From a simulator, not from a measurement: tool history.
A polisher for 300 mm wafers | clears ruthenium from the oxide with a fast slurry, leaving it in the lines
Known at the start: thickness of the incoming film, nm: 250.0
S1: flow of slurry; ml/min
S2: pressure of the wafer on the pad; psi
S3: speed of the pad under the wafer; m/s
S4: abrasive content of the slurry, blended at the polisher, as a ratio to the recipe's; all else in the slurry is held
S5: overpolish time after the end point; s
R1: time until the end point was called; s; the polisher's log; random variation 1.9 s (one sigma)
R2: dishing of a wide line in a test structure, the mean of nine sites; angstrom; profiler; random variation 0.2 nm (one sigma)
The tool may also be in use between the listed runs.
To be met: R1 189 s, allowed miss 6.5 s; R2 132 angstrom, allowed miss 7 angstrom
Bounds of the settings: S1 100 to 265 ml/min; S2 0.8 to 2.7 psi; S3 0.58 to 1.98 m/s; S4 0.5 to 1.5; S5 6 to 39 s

run	hour	S1	S2	S3	S4	S5	R1	R2
1	0	170	1.7	1.28	1	20	78.94	485.23
2	7.3	200	1.7	1.28	1	20	76.085	499.3
3	11.5	205	1.5	1.14	1	17	95.095	352.98
4	16.3	205	1.3	1.06	1	15	118.43	262.88
5	22.5	205	1.5	1.06	1	15	104.62	281.78
6	30.6	175	1.5	1.06	1	15	105.81	280.84
7	31.5	175	1.3	1	1	14	128.59	217.23
8	34.2	165	1.2	1	1	13	140.66	191.93
9	38.2	155	1.1	1	1	13	155.92	176.29
10	39.5	150	1	1	1	12	169.66	147.3
11	45.5	140	1	1	1	12	171.42	141.35
12	52.9	130	1	1	1	12	173.86	147.09
13	56.2	120	0.9	1	1	11	195.09	115.4
14	58.8	125	0.9	1	1	11	195.05	115.71
15	64	130	0.9	1	1	11	194.4	115.88
16	67.2	135	0.9	1	1	11	190.94	124.53
17	72.3	140	0.9	1	1	11	186.78	121.59

5 next moves are on the table. One of them brings every result within its allowed miss. Which?
A	77.4	165	0.8	1	1.2	10	?	?
B	77.4	150	1.2	0.74	1	12	?	?
C	77.4	125	0.9	1	1.05	9	?	?
D	77.4	160	0.9	1.1	0.9	10	?	?
E	77.4	115	0.9	1.06	1.05	10	?	?

move	R1	R2
A	185.92	113.13
B	189.15	132.79
C	188.73	100.6
D	179.24	117.23
E	182.21	115.37
A: further off than the last run
B: meets every target
C: further off than the last run
D: further off than the last run
E: further off than the last run
Move B is the one to make.

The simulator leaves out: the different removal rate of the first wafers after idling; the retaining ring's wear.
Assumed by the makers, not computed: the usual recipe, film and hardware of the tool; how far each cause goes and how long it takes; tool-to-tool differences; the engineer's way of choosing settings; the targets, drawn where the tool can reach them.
